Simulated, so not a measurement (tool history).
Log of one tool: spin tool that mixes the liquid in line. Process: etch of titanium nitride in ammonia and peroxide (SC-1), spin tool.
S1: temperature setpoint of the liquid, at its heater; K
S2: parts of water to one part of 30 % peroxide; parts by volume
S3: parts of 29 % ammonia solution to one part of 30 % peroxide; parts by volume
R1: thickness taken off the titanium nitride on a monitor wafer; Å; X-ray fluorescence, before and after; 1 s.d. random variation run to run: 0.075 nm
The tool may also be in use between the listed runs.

Run 1, day 0: S1 325.15 K, S2 7.5 parts by volume, S3 0.55 parts by volume, time under the liquid (s) 320. Result: R1 346.22 Å.
Run 2, day 0.096: S1 323.15 K, S2 8 parts by volume, S3 0.55 parts by volume, time under the liquid (s) 320. Result: R1 288.83 Å.
Run 3, day 0.183: S1 319.65 K, S2 8 parts by volume, S3 0.55 parts by volume, time under the liquid (s) 320. Result: R1 224.13 Å.
Run 4, day 0.504: S1 313.15 K, S2 8 parts by volume, S3 0.55 parts by volume, time under the liquid (s) 320. Result: R1 140.01 Å.
Run 5, day 0.725: S1 313.15 K, S2 5.5 parts by volume, S3 0.55 parts by volume, time under the liquid (s) 320. Result: R1 168.56 Å.
Run 6, day 0.983: S1 313.15 K, S2 5.5 parts by volume, S3 0.55 parts by volume, time under the liquid (s) 345. Result: R1 180.72 Å.
Run 7, day 1.012: S1 312.65 K, S2 6 parts by volume, S3 0.55 parts by volume, time under the liquid (s) 345. Result: R1 168.49 Å.

Run 8 is up next; what results do you expect?
Run 8, day 1.112: S1 312.65 K, S2 6.5 parts by volume, S3 0.55 parts by volume, time under the liquid (s) 345. Result: R1 ?.

Run 8 came out at R1 160.47 Å.
